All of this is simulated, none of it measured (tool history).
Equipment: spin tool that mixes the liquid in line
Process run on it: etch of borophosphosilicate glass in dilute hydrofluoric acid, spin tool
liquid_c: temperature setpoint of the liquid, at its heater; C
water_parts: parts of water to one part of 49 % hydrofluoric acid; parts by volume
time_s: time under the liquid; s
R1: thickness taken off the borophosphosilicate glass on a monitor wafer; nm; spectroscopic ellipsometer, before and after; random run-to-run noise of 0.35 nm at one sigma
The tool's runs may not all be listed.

run 1 hour=0.0 | liquid_c=20.0 water_parts=160 time_s=120 | R1=24.465
run 2 hour=6.6 | liquid_c=22.0 water_parts=160 time_s=120 | R1=26.364
run 3 hour=9.5 | liquid_c=22.0 water_parts=190 time_s=120 | R1=21.531
run 4 hour=13.6 | liquid_c=22.0 water_parts=145 time_s=120 | R1=29.596
run 5 hour=17.8 | liquid_c=22.0 water_parts=145 time_s=130 | R1=31.719
run 6 hour=23.3 | liquid_c=23.0 water_parts=135 time_s=130 | R1=35.975
run 7 hour=25.1 | liquid_c=23.5 water_parts=130 time_s=130 | R1=38.542
run 8 hour=27.8 | liquid_c=24.0 water_parts=125 time_s=130 | R1=41.084
run 9 hour=31.9 | liquid_c=28.0 water_parts=100 time_s=130 | R1=62.268

Predict the results of run 10:
run 10 hour=38.1 | liquid_c=28.0 water_parts=100 time_s=130 | R1=?

Run 10 yielded R1 61.857 nm.
